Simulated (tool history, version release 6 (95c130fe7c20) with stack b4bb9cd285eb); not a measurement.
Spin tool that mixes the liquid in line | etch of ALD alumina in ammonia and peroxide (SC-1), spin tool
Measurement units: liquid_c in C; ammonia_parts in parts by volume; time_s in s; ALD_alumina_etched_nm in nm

run    day  liquid_c  ammonia_parts  time_s  ALD_alumina_etched_nm
  1  0.000      63.0           0.55     275                 19.889
  2  0.354      64.5           0.55     275                 21.622
  3  0.708      64.5           0.45     275                 21.167
  4  0.771      65.5           0.50     275                 22.586
  5  1.133      66.5           0.50     275                 23.721
  6  1.383      70.0           0.50     275                 28.013
  7  1.558      70.0           0.55     275                 28.308

Predict the results of run 8:
  8  1.908      70.0           0.60     275                      ?

ALD_alumina_etched_nm: 28.526 nm
